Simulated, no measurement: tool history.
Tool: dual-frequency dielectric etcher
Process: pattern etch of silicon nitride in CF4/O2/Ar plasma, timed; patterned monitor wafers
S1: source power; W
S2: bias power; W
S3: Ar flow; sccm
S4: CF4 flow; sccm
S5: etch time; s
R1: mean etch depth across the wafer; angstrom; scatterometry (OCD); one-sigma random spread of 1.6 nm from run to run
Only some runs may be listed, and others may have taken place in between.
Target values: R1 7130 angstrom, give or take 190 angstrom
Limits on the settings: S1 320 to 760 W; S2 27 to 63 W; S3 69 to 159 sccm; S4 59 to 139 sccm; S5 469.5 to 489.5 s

{"run": 1, "hour": 0.0, "S1": 540, "S2": 45, "S3": 114, "S4": 99, "S5": 469.5, "R1": 8425.3}
{"run": 2, "hour": 2.9, "S1": 520, "S2": 45, "S3": 114, "S4": 99, "S5": 469.5, "R1": 8072.2}
{"run": 3, "hour": 5.7, "S1": 520, "S2": 45, "S3": 114, "S4": 111, "S5": 469.5, "R1": 8259.7}
{"run": 4, "hour": 6.5, "S1": 510, "S2": 45, "S3": 114, "S4": 111, "S5": 469.5, "R1": 8078.8}
{"run": 5, "hour": 13.5, "S1": 500, "S2": 45, "S3": 114, "S4": 111, "S5": 469.5, "R1": 7899}
{"run": 6, "hour": 22.4, "S1": 500, "S2": 48, "S3": 114, "S4": 111, "S5": 469.5, "R1": 8106}
{"run": 7, "hour": 23.6, "S1": 490, "S2": 48, "S3": 114, "S4": 111, "S5": 469.5, "R1": 7920}
{"run": 8, "hour": 30.0, "S1": 480, "S2": 48, "S3": 114, "S4": 111, "S5": 469.5, "R1": 7788.6}
{"run": 9, "hour": 34.7, "S1": 470, "S2": 48, "S3": 114, "S4": 111, "S5": 469.5, "R1": 7571.4}

Exactly one of the 5 candidate moves below puts every result within its allowed miss. Which one?
{"run": "A", "hour": 39.4, "S1": 520, "S2": 44, "S3": 109, "S4": 104, "S5": 483, "R1": "?"}
{"run": "B", "hour": 39.4, "S1": 510, "S2": 39, "S3": 104, "S4": 113, "S5": 489.5, "R1": "?"}
{"run": "C", "hour": 39.4, "S1": 470, "S2": 53, "S3": 109, "S4": 94, "S5": 473.5, "R1": "?"}
{"run": "D", "hour": 39.4, "S1": 450, "S2": 49, "S3": 114, "S4": 124, "S5": 489.5, "R1": "?"}
{"run": "E", "hour": 39.4, "S1": 410, "S2": 52, "S3": 127, "S4": 127, "S5": 489.5, "R1": "?"}

move=A R1=8387.1
move=B R1=8134.9
move=C R1=7752.5
move=D R1=7721.4
move=E R1=7074.8
A: its largest miss is bigger than the last run's
B: its largest miss is bigger than the last run's
C: its largest miss is bigger than the last run's
D: its largest miss is bigger than the last run's
E: in spec on every target
The right move is E.
